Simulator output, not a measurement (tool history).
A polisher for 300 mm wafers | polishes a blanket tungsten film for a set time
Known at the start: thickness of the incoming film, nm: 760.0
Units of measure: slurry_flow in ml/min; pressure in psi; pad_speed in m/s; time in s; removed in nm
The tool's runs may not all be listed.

| run | hour | slurry_flow | pressure | pad_speed | slurry_solids | time | removed |
|---|---|---|---|---|---|---|---|
| 1 | 0 | 125 | 3.4 | 1.12 | 1 | 28 | 111.84 |
| 2 | 3.3 | 120 | 3.1 | 1.12 | 1 | 28 | 100.51 |
| 3 | 5 | 120 | 3.1 | 1.12 | 1 | 25 | 89.097 |
| 4 | 5.7 | 120 | 3.1 | 0.88 | 1 | 25 | 72.104 |
| 5 | 14.1 | 120 | 3.1 | 0.88 | 1 | 28 | 80.344 |
| 6 | 17.5 | 120 | 3.1 | 0.88 | 1 | 25 | 71.575 |
| 7 | 23.5 | 115 | 3.1 | 0.88 | 1 | 25 | 71.497 |

Expected results for the next run?
| 8 | 24.2 | 110 | 3.1 | 0.88 | 1 | 25 | ? |

Run 8 came out at removed 70.769 nm.
